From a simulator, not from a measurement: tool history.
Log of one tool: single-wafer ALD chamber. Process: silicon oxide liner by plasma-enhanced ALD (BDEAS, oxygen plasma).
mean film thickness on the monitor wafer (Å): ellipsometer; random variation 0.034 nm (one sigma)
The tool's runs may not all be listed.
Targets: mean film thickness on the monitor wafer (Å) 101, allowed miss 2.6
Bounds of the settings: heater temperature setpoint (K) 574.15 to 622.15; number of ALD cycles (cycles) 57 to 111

| run | hour | heater temperature setpoint (K) | number of ALD cycles (cycles) | mean film thickness on the monitor wafer (Å) |
|---|---|---|---|---|
| 1 | 0 | 598.15 | 84 | 83.733 |
| 2 | 1.8 | 598.15 | 86 | 86.503 |
| 3 | 8.6 | 598.15 | 87 | 86.838 |
| 4 | 9.7 | 593.15 | 87 | 87.339 |
| 5 | 11.3 | 593.15 | 81 | 81.621 |
| 6 | 16.4 | 593.15 | 83 | 83.809 |
| 7 | 20.8 | 593.15 | 85 | 85.422 |
| 8 | 27.1 | 593.15 | 87 | 87.733 |
| 9 | 29.8 | 593.15 | 88 | 88.344 |
| 10 | 38.8 | 593.15 | 90 | 90.616 |
| 11 | 46.4 | 593.15 | 91 | 91.606 |
| 12 | 54.4 | 593.15 | 92 | 92.672 |
| 13 | 61.6 | 593.15 | 93 | 93.745 |
| 14 | 70.4 | 593.15 | 94 | 94.506 |

5 next moves are on the table. One of them brings every result within its allowed miss. Which?
| A | 79.2 | 592.15 | 94 | ? |
| B | 79.2 | 585.15 | 92 | ? |
| C | 79.2 | 587.15 | 93 | ? |
| D | 79.2 | 587.15 | 100 | ? |
| E | 79.2 | 587.15 | 89 | ? |

| move | mean film thickness on the monitor wafer (Å) |
|---|---|
| A | 94.506 |
| B | 93.314 |
| C | 94.092 |
| D | 101.17 |
| E | 90.045 |
A: as far off as the last run
B: further off than the last run
C: further off than the last run
D: meets every target
E: further off than the last run
Answer: D
